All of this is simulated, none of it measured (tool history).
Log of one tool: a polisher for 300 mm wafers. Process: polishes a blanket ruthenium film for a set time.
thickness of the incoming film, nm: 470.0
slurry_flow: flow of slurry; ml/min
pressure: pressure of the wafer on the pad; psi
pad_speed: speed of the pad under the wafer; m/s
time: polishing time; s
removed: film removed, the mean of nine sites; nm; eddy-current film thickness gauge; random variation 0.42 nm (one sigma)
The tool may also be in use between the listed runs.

Run 1, hour 0.0: slurry_flow 150 ml/min, pressure 2.1 psi, pad_speed 1.18 m/s, time 76 s. Result: removed 93.980 nm.
Run 2, hour 3.9: slurry_flow 150 ml/min, pressure 2.1 psi, pad_speed 1.18 m/s, time 76 s. Result: removed 95.014 nm.
Run 3, hour 11.1: slurry_flow 140 ml/min, pressure 1.8 psi, pad_speed 1.18 m/s, time 76 s. Result: removed 83.598 nm.
Run 4, hour 16.4: slurry_flow 140 ml/min, pressure 1.8 psi, pad_speed 1.18 m/s, time 80 s. Result: removed 87.111 nm.
Run 5, hour 20.2: slurry_flow 140 ml/min, pressure 1.8 psi, pad_speed 1.18 m/s, time 80 s. Result: removed 87.505 nm.
Run 6, hour 24.5: slurry_flow 140 ml/min, pressure 2.1 psi, pad_speed 1.18 m/s, time 80 s. Result: removed 99.121 nm.
Run 7, hour 32.7: slurry_flow 135 ml/min, pressure 1.8 psi, pad_speed 1.16 m/s, time 80 s. Result: removed 85.739 nm.
Run 8, hour 37.6: slurry_flow 130 ml/min, pressure 1.6 psi, pad_speed 1.14 m/s, time 80 s. Result: removed 77.673 nm.
Run 9, hour 38.7: slurry_flow 130 ml/min, pressure 1.6 psi, pad_speed 1.14 m/s, time 80 s. Result: removed 76.922 nm.
Run 10, hour 46.1: slurry_flow 125 ml/min, pressure 1.4 psi, pad_speed 1.14 m/s, time 80 s. Result: removed 69.297 nm.

Forecast run 11:
Run 11, hour 50.7: slurry_flow 120 ml/min, pressure 1.3 psi, pad_speed 1.14 m/s, time 80 s. Result: removed ?.

Run 11 gave removed 66.160 nm.
